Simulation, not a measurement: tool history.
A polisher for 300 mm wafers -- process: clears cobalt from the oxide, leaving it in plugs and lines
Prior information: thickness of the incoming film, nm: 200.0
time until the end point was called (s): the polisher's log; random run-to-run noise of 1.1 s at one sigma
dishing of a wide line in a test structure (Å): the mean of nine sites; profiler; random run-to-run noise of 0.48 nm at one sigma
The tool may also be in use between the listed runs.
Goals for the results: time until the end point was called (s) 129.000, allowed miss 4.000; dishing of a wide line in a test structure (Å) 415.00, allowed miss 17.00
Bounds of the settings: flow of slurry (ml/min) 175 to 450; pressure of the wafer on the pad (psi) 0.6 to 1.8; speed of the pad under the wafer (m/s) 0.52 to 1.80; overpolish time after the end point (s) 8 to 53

run	hour	flow of slurry (ml/min)	pressure of the wafer on the pad (psi)	speed of the pad under the wafer (m/s)	overpolish time after the end point (s)	time until the end point was called (s)	dishing of a wide line in a test structure (Å)
1	0.0	290	1.2	1.16	27	54.908	464.82
2	8.0	290	1.2	1.16	33	55.313	474.78
3	15.1	290	1.5	1.16	33	44.100	494.11
4	20.0	290	1.5	1.00	33	51.163	495.61
5	28.5	345	1.5	1.00	33	50.448	485.31
6	33.2	345	1.5	1.14	33	44.214	494.53
7	42.0	345	1.4	1.08	33	50.300	486.35
8	45.7	345	1.3	1.02	33	56.604	474.66
9	49.8	340	1.2	0.96	33	65.349	462.75
10	51.4	340	1.2	0.96	33	65.686	465.09
11	52.9	340	1.1	0.92	33	74.558	452.08
12	53.8	340	1.0	0.90	33	82.173	421.80
13	62.1	340	0.9	0.88	35	92.288	426.53
# hour 69.5: head pressure recalibrated
14	69.5	340	0.9	0.88	36	101.990	417.86
15	76.7	340	0.9	0.88	37	101.570	422.64
16	82.3	340	0.9	0.88	37	103.550	421.91
17	86.5	335	0.9	0.88	38	101.220	420.94
18	94.5	340	0.9	0.88	39	103.830	421.87
19	101.9	345	0.9	0.88	40	103.410	429.60
20	108.8	340	0.9	0.88	40	102.460	432.15

Which one of the following 5 next-run settings gets every result inside its allowed miss? There is exactly one.
A	115.7	400	1.0	0.68	53	?	?
B	115.7	390	0.8	0.78	45	?	?
C	115.7	340	1.0	1.08	28	?	?
D	115.7	345	0.8	0.72	48	?	?
E	115.7	325	0.7	0.96	43	?	?

move	time until the end point was called (s)	dishing of a wide line in a test structure (Å)
A	117.260	467.11
B	127.680	427.69
C	76.053	430.00
D	138.960	425.08
E	120.290	429.31
A: nearer than the last run, and not there yet
B: every result within its allowed miss
C: further off than the last run
D: the result that was furthest off in the last run now lies on the other side of its target
E: nearer than the last run, and not there yet
Go with B: it meets all targets.

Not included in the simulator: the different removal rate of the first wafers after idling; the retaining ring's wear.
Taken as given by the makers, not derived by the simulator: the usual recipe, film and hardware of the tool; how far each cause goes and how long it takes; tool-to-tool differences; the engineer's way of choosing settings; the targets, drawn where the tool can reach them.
